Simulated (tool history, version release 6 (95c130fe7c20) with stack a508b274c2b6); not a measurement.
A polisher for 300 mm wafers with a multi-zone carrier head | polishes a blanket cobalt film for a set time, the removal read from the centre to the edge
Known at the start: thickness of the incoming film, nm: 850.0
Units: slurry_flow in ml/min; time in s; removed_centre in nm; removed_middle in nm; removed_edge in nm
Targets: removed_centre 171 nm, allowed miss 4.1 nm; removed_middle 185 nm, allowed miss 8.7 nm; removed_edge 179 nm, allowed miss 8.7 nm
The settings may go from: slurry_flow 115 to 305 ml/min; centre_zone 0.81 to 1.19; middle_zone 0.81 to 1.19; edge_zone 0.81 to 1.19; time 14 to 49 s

run  hour  slurry_flow  centre_zone  middle_zone  edge_zone  time  removed_centre  removed_middle  removed_edge
  1     0          195            1            1          1    31          128.12          124.67        129.12
  2   5.1          150            1            1          1    31          121.34          119.39        121.67
  3  10.5          180         1.01         1.05       1.04    33          136.07          142.25        137.38
  4  14.4          205         1.02         1.06       1.08    34          144.74          146.17        144.99
  5    15          205         1.02         1.06       1.08    42           177.6          178.13        180.24
  6  15.9          205         1.02         1.06       1.08    48          204.31          205.55        209.68
  7  20.3          190            1         1.05       1.04    47          193.49          196.66        195.92
  8  26.7          150         0.91         1.03       0.98    46          163.45          185.73         184.7
  9  34.2          155         0.92         1.03       0.97    46          167.67          181.61        174.34

Which of these 5 next moves meets every target?
  A  41.7          160         0.93         1.02       0.94    47               ?               ?             ?
  B  41.7          245         0.98         1.14       0.89    40               ?               ?             ?
  C  41.7          120         1.02         1.05        0.9    45               ?               ?             ?
  D  41.7          180         0.92          1.1       0.91    43               ?               ?             ?
  E  41.7          185         0.95         1.03       0.97    42               ?               ?             ?

move  removed_centre  removed_middle  removed_edge
   A          174.53          186.84        182.18
   B          169.01          187.05        158.74
   C           169.7          171.11        162.88
   D             162          186.38        166.72
   E          164.22           172.9        168.39
A: meets every target
B: brings the result that was furthest off to its target, and leaves another outside
C: brings the result that was furthest off to its target, and leaves another outside
D: further off than the last run
E: further off than the last run
Answer: A

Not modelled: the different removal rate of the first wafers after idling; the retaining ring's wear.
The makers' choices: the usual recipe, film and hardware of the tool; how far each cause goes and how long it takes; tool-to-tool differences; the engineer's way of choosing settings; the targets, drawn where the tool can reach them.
